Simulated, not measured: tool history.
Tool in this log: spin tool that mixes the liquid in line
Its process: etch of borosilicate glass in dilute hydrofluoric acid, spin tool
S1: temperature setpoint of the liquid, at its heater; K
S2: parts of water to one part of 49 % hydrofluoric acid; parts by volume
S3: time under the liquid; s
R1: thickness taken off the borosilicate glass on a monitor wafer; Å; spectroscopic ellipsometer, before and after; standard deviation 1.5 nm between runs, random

run	hour	S1	S2	S3	R1
1	0.0	295.15	65	200	840.66
2	3.1	296.65	60	200	976.69
3	10.8	298.15	55	200	1136.40
4	13.8	294.65	55	200	1001.20
5	22.0	294.65	75	200	700.18
6	27.1	296.15	65	200	866.14
7	36.0	297.65	60	200	1028.10
8	43.1	298.65	55	200	1162.60
9	45.4	299.65	50	200	1349.80

Run 10, settings as shown, results not yet in. Your forecast:
10	48.9	303.15	35	200	?

Run 10 gave R1 2265.20 Å.
